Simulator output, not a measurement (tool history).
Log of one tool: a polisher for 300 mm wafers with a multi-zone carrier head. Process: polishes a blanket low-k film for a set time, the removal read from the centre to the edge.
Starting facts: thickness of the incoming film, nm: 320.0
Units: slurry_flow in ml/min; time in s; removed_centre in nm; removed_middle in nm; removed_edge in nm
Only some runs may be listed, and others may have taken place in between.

| run | hour | slurry_flow | centre_zone | middle_zone | edge_zone | slurry_solids | time | removed_centre | removed_middle | removed_edge |
|---|---|---|---|---|---|---|---|---|---|---|
| 1 | 0 | 250 | 1 | 1 | 1 | 1 | 80 | 26.133 | 25.644 | 26.082 |
| 2 | 8.1 | 190 | 1 | 1 | 1 | 1 | 80 | 25.241 | 23.648 | 24.936 |
| 3 | 12.9 | 210 | 1.01 | 0.99 | 1.03 | 1 | 80 | 26.058 | 24.774 | 25.749 |
| 4 | 21.2 | 210 | 1.01 | 0.99 | 1.03 | 1 | 92 | 29.713 | 28.297 | 29.366 |
| 5 | 28.8 | 210 | 0.93 | 0.99 | 1.03 | 1 | 92 | 27.4 | 28.067 | 29.558 |
| 6 | 37.2 | 210 | 0.93 | 0.99 | 1.03 | 1 | 105 | 31.442 | 32.925 | 33.463 |
| 7 | 39.6 | 205 | 0.93 | 0.97 | 1.03 | 1 | 105 | 31.494 | 31.653 | 33.949 |
| 8 | 42.7 | 200 | 0.93 | 0.96 | 1.02 | 1 | 105 | 31.026 | 30.258 | 33.402 |
| 9 | 50.7 | 195 | 0.93 | 0.96 | 1.01 | 1 | 105 | 30.826 | 30.888 | 33.453 |

Expected results for the next run?
| 10 | 55.6 | 190 | 0.94 | 0.95 | 1 | 1 | 105 | ? | ? | ? |

{"run 10": {"removed_centre": 31.086, "removed_middle": 30.5, "removed_edge": 33.2}}
